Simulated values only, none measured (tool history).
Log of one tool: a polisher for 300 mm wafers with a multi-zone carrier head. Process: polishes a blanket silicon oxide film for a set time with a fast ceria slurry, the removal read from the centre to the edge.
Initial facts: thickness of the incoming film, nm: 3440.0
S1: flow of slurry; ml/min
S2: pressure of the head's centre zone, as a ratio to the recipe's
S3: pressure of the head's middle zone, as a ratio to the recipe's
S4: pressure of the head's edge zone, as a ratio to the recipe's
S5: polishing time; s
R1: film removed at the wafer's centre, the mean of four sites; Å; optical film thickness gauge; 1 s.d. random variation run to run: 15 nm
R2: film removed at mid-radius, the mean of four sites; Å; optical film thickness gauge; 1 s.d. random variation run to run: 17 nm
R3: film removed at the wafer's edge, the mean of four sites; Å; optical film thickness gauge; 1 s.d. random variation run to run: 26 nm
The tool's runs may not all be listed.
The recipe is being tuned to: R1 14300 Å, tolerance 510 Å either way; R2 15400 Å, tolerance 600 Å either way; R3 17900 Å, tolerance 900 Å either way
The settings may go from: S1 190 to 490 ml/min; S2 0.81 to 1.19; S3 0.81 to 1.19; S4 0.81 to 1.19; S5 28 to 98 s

run	day	S1	S2	S3	S4	S5	R1	R2	R3
1	0.000	315	1.00	1.00	1.00	63	12875	13631	13433
2	0.046	310	0.98	0.98	1.05	67	13766	13928	14981
3	0.100	310	0.98	0.94	1.05	67	13726	13528	14559
4	0.279	310	0.97	0.97	1.09	68	13918	14379	15140
5	0.654	310	0.97	1.00	1.09	68	13704	14407	14927
6	0.950	305	0.93	0.98	1.11	71	13606	14854	15832
7	1.196	300	0.92	0.96	1.13	73	13930	15166	16312
8	1.217	300	0.91	0.94	1.15	74	13980	15048	16945

5 candidate next runs follow, results not yet known. Just one meets every target within its allowed miss. Identify it.
A	1.238	350	1.02	1.02	1.08	69	?	?	?
B	1.238	310	0.84	0.94	1.19	76	?	?	?
C	1.238	195	0.99	0.87	1.18	75	?	?	?
D	1.238	480	0.82	0.85	1.19	77	?	?	?
E	1.238	220	0.91	0.95	1.19	78	?	?	?

move	R1	R2	R3
A	14736	15265	15401
B	13180	15548	17649
C	14431	13610	16651
D	13514	14998	18374
E	14055	15485	17591
A: moves away from the targets compared with the last run
B: puts the biggest miss on target and leaves a different result outside tolerance
C: moves away from the targets compared with the last run
D: puts the biggest miss on target and leaves a different result outside tolerance
E: in spec on every target
Move E is the one to make.
